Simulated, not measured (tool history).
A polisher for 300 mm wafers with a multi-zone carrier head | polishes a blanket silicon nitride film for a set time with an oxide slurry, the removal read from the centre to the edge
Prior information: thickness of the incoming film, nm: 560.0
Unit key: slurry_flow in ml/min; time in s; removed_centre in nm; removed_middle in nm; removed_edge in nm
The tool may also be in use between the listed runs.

Run 1, hour 0.0: slurry_flow 305 ml/min, centre_zone 1.00, middle_zone 1.00, edge_zone 1.00, slurry_solids 1.00, time 83 s. Result: removed_centre 58.090 nm, removed_middle 57.591 nm, removed_edge 60.035 nm.
Run 2, hour 2.0: slurry_flow 305 ml/min, centre_zone 0.98, middle_zone 1.02, edge_zone 1.03, slurry_solids 1.10, time 84 s. Result: removed_centre 57.841 nm, removed_middle 61.794 nm, removed_edge 62.879 nm.
Run 3, hour 8.4: slurry_flow 305 ml/min, centre_zone 0.98, middle_zone 1.01, edge_zone 1.05, slurry_solids 1.20, time 86 s. Result: removed_centre 62.505 nm, removed_middle 65.050 nm, removed_edge 67.227 nm.
Run 4, hour 16.2: slurry_flow 335 ml/min, centre_zone 0.98, middle_zone 1.01, edge_zone 1.05, slurry_solids 1.20, time 86 s. Result: removed_centre 61.438 nm, removed_middle 64.985 nm, removed_edge 68.367 nm.
Run 5, hour 22.6: slurry_flow 355 ml/min, centre_zone 0.99, middle_zone 1.02, edge_zone 1.07, slurry_solids 1.25, time 87 s. Result: removed_centre 64.302 nm, removed_middle 66.350 nm, removed_edge 69.163 nm.
Run 6, hour 23.7: slurry_flow 355 ml/min, centre_zone 0.99, middle_zone 1.02, edge_zone 1.07, slurry_solids 1.25, time 69 s. Result: removed_centre 51.381 nm, removed_middle 53.297 nm, removed_edge 55.860 nm.
Run 7, hour 32.0: slurry_flow 355 ml/min, centre_zone 0.98, middle_zone 1.02, edge_zone 1.08, slurry_solids 1.30, time 75 s. Result: removed_centre 55.431 nm, removed_middle 58.238 nm, removed_edge 61.101 nm.

What does the tool deliver on the next run?
Run 8, hour 40.9: slurry_flow 355 ml/min, centre_zone 0.97, middle_zone 1.02, edge_zone 1.09, slurry_solids 1.35, time 80 s. Result: removed_centre ?, removed_middle ?, removed_edge ?.

Run 8 measured removed_centre 59.937 nm, removed_middle 63.197 nm, removed_edge 67.313 nm.
